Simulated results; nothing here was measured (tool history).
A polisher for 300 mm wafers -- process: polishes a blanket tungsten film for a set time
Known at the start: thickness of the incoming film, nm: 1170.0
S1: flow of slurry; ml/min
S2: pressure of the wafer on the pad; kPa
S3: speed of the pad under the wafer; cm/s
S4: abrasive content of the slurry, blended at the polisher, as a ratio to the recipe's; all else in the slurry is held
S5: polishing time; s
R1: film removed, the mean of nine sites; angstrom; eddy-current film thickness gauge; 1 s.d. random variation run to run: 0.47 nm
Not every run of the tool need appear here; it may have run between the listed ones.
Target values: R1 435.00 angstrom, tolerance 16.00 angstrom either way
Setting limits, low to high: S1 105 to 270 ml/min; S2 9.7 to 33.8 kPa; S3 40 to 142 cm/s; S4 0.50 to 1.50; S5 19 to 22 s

run,hour,S1,S2,S3,S4,S5,R1
1,0.0,175,21.4,90,1.00,22,697.08
2,1.2,175,19.3,90,1.00,22,631.27
3,5.4,175,17.9,90,1.00,22,589.86
4,10.3,175,16.5,90,1.00,22,543.95
5,16.5,150,16.5,90,1.00,22,534.29
6,20.1,150,15.9,90,1.00,22,512.74
7,29.0,145,15.2,90,1.00,22,486.35
8,32.7,140,15.2,90,1.00,22,481.22
9,36.1,135,15.2,90,1.00,22,485.28
10,42.9,135,14.5,90,1.00,22,468.58
11,48.5,130,12.4,90,1.00,22,396.99

Of the 4 settings listed for the next run, only one would bring every result within its allowed miss of target. Which one?
A,54.1,105,11.0,108,0.85,22,?
B,54.1,150,13.1,96,1.20,22,?
C,54.1,165,12.4,106,0.75,22,?
D,54.1,150,13.1,74,1.05,21,?

move,R1
A,399.61
B,484.48
C,444.03
D,346.39
A: an improvement on the last run, though not all results are within tolerance
B: pushes the last run's worst result past its target
C: all results in spec
D: moves away from the targets compared with the last run
Correct choice: C, which meets every target
